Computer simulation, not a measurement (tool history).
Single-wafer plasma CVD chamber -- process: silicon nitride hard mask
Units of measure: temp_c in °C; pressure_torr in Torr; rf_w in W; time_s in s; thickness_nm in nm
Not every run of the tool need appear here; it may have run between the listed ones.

run	hour	temp_c	pressure_torr	rf_w	time_s	thickness_nm
1	0	395	1.29	320	45.6	50.949
2	4	400	1.29	320	45.6	51.31
3	7.1	400	1.18	305	45.5	48.274
4	8.7	400	1.18	305	45.6	47.65
5	13	406	1.18	305	45.6	47.947
6	19.2	406	1.18	320	45.6	49.681
7	24.1	406	1.1	310	45.5	47.214
8	26.5	406	1.03	305	45.4	46.275
9	30.9	406	0.98	300	45.3	44.774
10	33.5	406	0.94	295	45.3	43.617

Run 11 is up next; what results do you expect?
11	39.3	406	0.9	295	45.3	?

Run 11 measured thickness_nm 43.232 nm.

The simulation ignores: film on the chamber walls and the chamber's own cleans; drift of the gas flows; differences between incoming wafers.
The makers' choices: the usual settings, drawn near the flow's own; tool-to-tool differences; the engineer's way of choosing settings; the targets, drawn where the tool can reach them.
